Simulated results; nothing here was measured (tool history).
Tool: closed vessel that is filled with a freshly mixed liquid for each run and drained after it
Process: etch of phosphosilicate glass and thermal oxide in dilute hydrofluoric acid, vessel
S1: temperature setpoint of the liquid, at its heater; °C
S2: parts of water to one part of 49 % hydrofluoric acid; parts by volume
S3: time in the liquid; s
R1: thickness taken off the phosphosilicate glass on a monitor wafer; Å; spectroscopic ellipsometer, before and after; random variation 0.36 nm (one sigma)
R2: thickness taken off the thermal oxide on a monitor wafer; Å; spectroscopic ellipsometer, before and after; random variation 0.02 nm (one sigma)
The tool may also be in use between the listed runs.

run  hour  S1   S2  S3      R1      R2
  1     0  26  185  60  642.88   15.23
  2   5.7  25  185  60  620.02  15.122
  3  12.6  25  185  80  830.83  20.311
  4  21.4  25  140  80  1170.5  27.858
  5  22.5  25  185  80  828.91  20.172
  6  29.7  25  185  60  622.65  15.367
  7  37.2  25  185  60  625.74  14.871

Forecast run 8:
  8  45.6  24  185  60   ?   ?

{"run 8": {"R1": 596.36, "R2": 14.292}}
